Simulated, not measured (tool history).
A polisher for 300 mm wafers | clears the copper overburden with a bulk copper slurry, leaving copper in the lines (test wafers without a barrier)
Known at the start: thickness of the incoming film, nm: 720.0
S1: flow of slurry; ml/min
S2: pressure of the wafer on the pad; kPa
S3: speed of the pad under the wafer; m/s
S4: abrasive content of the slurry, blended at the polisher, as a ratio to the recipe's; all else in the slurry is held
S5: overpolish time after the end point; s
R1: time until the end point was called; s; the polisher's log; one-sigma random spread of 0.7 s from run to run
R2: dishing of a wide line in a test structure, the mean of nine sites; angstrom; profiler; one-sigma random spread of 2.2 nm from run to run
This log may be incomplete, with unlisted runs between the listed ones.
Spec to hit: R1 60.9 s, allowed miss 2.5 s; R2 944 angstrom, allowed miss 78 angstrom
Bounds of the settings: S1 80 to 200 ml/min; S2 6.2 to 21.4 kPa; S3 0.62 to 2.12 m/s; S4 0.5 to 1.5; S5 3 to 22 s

run  hour   S1    S2    S3    S4  S5      R1      R2
  1     0  130  13.8  1.36     1  11  93.454  535.17
  2   4.1  130  14.5  1.36     1  11  89.115  545.16
  3   7.9  130  14.5  1.36   0.9  11  91.763  548.02
  4  16.7  130  14.5  1.36  0.75  11  95.636  502.93
  5  24.9  130  15.2  1.36  0.75  11  89.703  547.92
  6  31.6  130  15.9  1.36  0.75  11  88.178  562.89
  7  39.2  130  16.5  1.36  0.75  11  85.022  570.77
  8  45.4  130  17.2  1.36  0.75  11  79.173  610.89
  9    49  130  17.9  1.36  0.75  11  79.768  614.91
 10  56.7  130  18.6  1.38  0.75  11  74.135  614.24
 11  57.6  145  21.4   1.4  0.75  17  63.837  954.18

Consider the 5 candidate settings below. Which is the only one whose results all fall within their allowed miss of target?
  A  58.5  165  21.4  1.38   0.8  17   ?   ?
  B  58.5  165  20.7  1.32   0.8  22   ?   ?
  C  58.5  140  20.7  1.44   0.6  17   ?   ?
  D  58.5  150  20.7  1.38  0.75  20   ?   ?
  E  58.5  110  19.3  1.58  0.75  17   ?   ?

move      R1      R2
   A  61.674  940.87
   B  66.114  1024.7
   C  67.652  890.96
   D   65.68  983.59
   E  66.545  889.58
A: meets every target
B: lands further from the targets than the last run did
C: lands further from the targets than the last run did
D: lands further from the targets than the last run did
E: lands further from the targets than the last run did
The right move is A.
